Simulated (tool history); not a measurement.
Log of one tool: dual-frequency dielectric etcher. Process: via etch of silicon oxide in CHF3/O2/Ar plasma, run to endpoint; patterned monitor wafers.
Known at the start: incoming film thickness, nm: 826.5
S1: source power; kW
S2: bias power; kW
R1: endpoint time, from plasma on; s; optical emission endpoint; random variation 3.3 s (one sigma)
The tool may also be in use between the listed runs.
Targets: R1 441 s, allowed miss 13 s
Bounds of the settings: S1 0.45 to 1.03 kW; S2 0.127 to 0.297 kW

{"run": 1, "hour": 0.0, "S1": 0.74, "S2": 0.212, "R1": 362.19}
{"run": 2, "hour": 5.0, "S1": 0.74, "S2": 0.197, "R1": 368.87}
{"run": 3, "hour": 6.5, "S1": 0.74, "S2": 0.172, "R1": 386.12}
{"run": 4, "hour": 11.0, "S1": 0.68, "S2": 0.164, "R1": 410.38}
{"run": 5, "hour": 13.4, "S1": 0.68, "S2": 0.185, "R1": 400.54}
{"run": 6, "hour": 21.5, "S1": 0.68, "S2": 0.171, "R1": 404.7}
{"run": 7, "hour": 26.9, "S1": 0.65, "S2": 0.168, "R1": 420.99}
{"run": 8, "hour": 34.3, "S1": 0.63, "S2": 0.167, "R1": 425.22}

Which of these 5 next moves meets every target?
{"run": "A", "hour": 41.7, "S1": 0.61, "S2": 0.138, "R1": "?"}
{"run": "B", "hour": 41.7, "S1": 0.57, "S2": 0.146, "R1": "?"}
{"run": "C", "hour": 41.7, "S1": 0.61, "S2": 0.163, "R1": "?"}
{"run": "D", "hour": 41.7, "S1": 0.67, "S2": 0.167, "R1": "?"}
{"run": "E", "hour": 41.7, "S1": 0.54, "S2": 0.172, "R1": "?"}

move=A R1=461.93
move=B R1=475.66
move=C R1=440.24
move=D R1=412.03
move=E R1=470.4
A: takes the result that was furthest off past its target
B: takes the result that was furthest off past its target
C: meets every target
D: further off than the last run
E: takes the result that was furthest off past its target
The right move is C.
